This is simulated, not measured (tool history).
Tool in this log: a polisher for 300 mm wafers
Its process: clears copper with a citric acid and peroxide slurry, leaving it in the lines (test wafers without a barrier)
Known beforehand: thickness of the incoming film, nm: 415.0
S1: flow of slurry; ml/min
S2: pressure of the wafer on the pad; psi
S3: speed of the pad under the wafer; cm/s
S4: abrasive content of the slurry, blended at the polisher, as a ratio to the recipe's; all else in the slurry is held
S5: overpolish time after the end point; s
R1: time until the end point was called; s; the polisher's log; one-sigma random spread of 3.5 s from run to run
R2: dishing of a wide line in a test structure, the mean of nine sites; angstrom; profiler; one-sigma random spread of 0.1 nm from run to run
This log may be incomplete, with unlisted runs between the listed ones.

run,day,S1,S2,S3,S4,S5,R1,R2
1,0.000,220,3.1,110,1.00,10,175.97,173.550
2,0.129,220,3.1,110,1.00,12,178.09,208.280
3,0.354,220,3.0,110,1.00,11,184.61,185.320
4,0.621,220,3.0,108,1.00,10,182.40,168.800
5,0.696,220,3.0,108,1.15,10,183.27,179.650
6,0.842,220,3.0,108,1.25,10,170.86,180.110
7,0.875,215,2.9,106,1.30,9,184.14,153.990
8,1.200,205,2.8,106,1.30,8,184.29,133.970
9,1.296,145,2.0,112,1.30,3,261.21,38.222
10,1.400,160,2.0,112,1.30,3,267.66,38.991
11,1.642,205,2.9,114,1.30,6,172.75,116.430
12,2.017,200,2.9,114,1.30,6,171.28,111.920
13,2.379,195,2.9,114,1.30,6,176.68,114.470
14,2.671,255,2.0,112,1.30,3,243.44,41.879
15,2.833,255,2.1,112,1.30,3,237.63,43.470
16,2.946,255,2.1,112,1.30,3,231.72,43.998
17,3.146,255,2.2,112,1.30,3,224.01,45.906
18,3.296,250,2.6,112,1.30,7,196.81,119.030
19,3.658,250,2.6,110,1.30,7,194.30,115.750
20,3.712,250,2.6,110,1.25,7,194.56,115.690

Run 21 comes next. What will it give?
21,3.767,250,2.0,114,1.35,3,?,?

Run 21 measured R1 244.11 s, R2 43.094 angstrom.

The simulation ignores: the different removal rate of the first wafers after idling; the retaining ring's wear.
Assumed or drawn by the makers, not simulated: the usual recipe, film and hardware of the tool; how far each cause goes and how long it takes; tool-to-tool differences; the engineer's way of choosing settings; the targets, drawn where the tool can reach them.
